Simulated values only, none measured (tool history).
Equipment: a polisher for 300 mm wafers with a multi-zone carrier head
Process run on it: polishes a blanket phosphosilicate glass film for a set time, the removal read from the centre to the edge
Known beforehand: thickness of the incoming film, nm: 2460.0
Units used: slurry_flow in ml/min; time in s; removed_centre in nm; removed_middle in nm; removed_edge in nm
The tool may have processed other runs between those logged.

run 1 day=0 | slurry_flow=290 centre_zone=1 middle_zone=1 edge_zone=1 slurry_solids=1 time=55 | removed_centre=266.57 removed_middle=263.76 removed_edge=259.47
run 2 day=0.167 | slurry_flow=290 centre_zone=1.06 middle_zone=1 edge_zone=1 slurry_solids=1 time=55 | removed_centre=278.16 removed_middle=271.04 removed_edge=259.78
run 3 day=0.525 | slurry_flow=290 centre_zone=1.06 middle_zone=0.99 edge_zone=0.98 slurry_solids=0.95 time=55 | removed_centre=271.69 removed_middle=258.55 removed_edge=255.01
run 4 day=0.729 | slurry_flow=295 centre_zone=1.07 middle_zone=0.99 edge_zone=0.97 slurry_solids=0.9 time=54 | removed_centre=262.9 removed_middle=243.45 removed_edge=238.21
run 5 day=1.058 | slurry_flow=300 centre_zone=1.06 middle_zone=0.99 edge_zone=0.96 slurry_solids=0.85 time=54 | removed_centre=251.86 removed_middle=242.09 removed_edge=233.01
run 6 day=1.1 | slurry_flow=300 centre_zone=1.11 middle_zone=0.99 edge_zone=0.96 slurry_solids=0.85 time=54 | removed_centre=265.22 removed_middle=237.69 removed_edge=230.68
run 7 day=1.325 | slurry_flow=270 centre_zone=1.05 middle_zone=0.91 edge_zone=0.86 slurry_solids=0.6 time=53 | removed_centre=193.76 removed_middle=176.16 removed_edge=174.7
run 8 day=1.45 | slurry_flow=350 centre_zone=1.08 middle_zone=0.94 edge_zone=0.88 slurry_solids=0.6 time=53 | removed_centre=204.89 removed_middle=184.1 removed_edge=177.13
run 9 day=1.658 | slurry_flow=350 centre_zone=1.08 middle_zone=0.94 edge_zone=0.89 slurry_solids=0.6 time=53 | removed_centre=204.17 removed_middle=184.42 removed_edge=180.95

Run 10 has not been measured yet. What should we expect?
run 10 day=1.771 | slurry_flow=350 centre_zone=1.1 middle_zone=0.96 edge_zone=0.9 slurry_solids=0.6 time=53 | removed_centre=? removed_middle=? removed_edge=?

Run 10 gave removed_centre 208.24 nm, removed_middle 186.64 nm, removed_edge 180.82 nm.
